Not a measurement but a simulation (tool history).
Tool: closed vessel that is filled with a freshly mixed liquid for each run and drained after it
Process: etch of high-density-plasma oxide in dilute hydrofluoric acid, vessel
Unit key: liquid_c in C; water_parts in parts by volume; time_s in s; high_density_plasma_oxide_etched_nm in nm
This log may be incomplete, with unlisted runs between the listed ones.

run,hour,liquid_c,water_parts,time_s,high_density_plasma_oxide_etched_nm
1,0.0,24.0,190,2910,77.957
2,4.4,25.5,160,2920,100.020
3,4.9,26.5,135,2935,126.480
4,7.5,26.5,135,3115,135.350
5,15.4,26.5,135,2910,126.270
6,19.5,26.5,110,2910,160.510
7,24.9,27.0,100,2910,181.170
8,33.1,28.0,95,2910,198.430
9,40.9,32.0,65,2910,356.100
10,44.3,31.5,65,2910,345.220
11,45.8,31.0,65,2910,340.110
12,52.5,30.5,65,2910,337.590
13,57.5,30.0,65,2910,328.280

Forecast run 14:
14,65.1,29.5,65,2910,?

Run 14 came out at high_density_plasma_oxide_etched_nm 323.690 nm.
